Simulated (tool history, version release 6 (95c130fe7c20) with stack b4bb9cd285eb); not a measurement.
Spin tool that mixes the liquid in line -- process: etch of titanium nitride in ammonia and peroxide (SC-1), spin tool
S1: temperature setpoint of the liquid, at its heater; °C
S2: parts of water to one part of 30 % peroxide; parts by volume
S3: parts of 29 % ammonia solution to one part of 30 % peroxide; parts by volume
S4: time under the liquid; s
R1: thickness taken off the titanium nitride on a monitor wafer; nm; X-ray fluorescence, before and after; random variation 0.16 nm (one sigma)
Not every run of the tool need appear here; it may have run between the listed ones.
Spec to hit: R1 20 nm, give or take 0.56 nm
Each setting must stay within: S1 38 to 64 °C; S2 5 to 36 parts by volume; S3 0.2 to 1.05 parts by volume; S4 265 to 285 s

| run | day | S1 | S2 | S3 | S4 | R1 |
|---|---|---|---|---|---|---|
| 1 | 0 | 48 | 20 | 0.55 | 265 | 8.3436 |
| 2 | 0.304 | 48 | 20 | 0.55 | 265 | 8.4837 |
| 3 | 0.396 | 48 | 20 | 0.65 | 265 | 8.6807 |
| 4 | 0.588 | 51.5 | 20 | 0.65 | 265 | 11.05 |
| 5 | 0.754 | 54 | 20 | 0.65 | 265 | 12.853 |
| 6 | 1.067 | 56 | 20 | 0.65 | 265 | 15.099 |
| 7 | 1.133 | 57 | 20 | 0.65 | 265 | 15.959 |
| 8 | 1.475 | 58 | 20 | 0.65 | 265 | 16.977 |
| 9 | 1.642 | 58.5 | 20 | 0.65 | 265 | 17.78 |
| 10 | 1.833 | 59 | 20 | 0.65 | 265 | 18.446 |
| 11 | 2.154 | 59.5 | 20 | 0.65 | 265 | 18.898 |
| 12 | 2.229 | 59.5 | 20 | 0.65 | 265 | 18.944 |

5 next moves are on the table. One of them brings every result within its allowed miss. Which?
| A | 2.304 | 62.5 | 25.5 | 0.65 | 265 | ? |
| B | 2.304 | 62.5 | 29.5 | 0.65 | 270 | ? |
| C | 2.304 | 60.5 | 20 | 0.45 | 265 | ? |
| D | 2.304 | 60 | 21.5 | 0.6 | 265 | ? |
| E | 2.304 | 59 | 20.5 | 0.6 | 265 | ? |

| move | R1 |
|---|---|
| A | 20.174 |
| B | 18.927 |
| C | 18.959 |
| D | 18.59 |
| E | 17.875 |
A: every result lands within tolerance
B: about as far from the targets as the last run
C: about as far from the targets as the last run
D: the biggest miss grows against the last run
E: the biggest miss grows against the last run
Move A is the one to make.
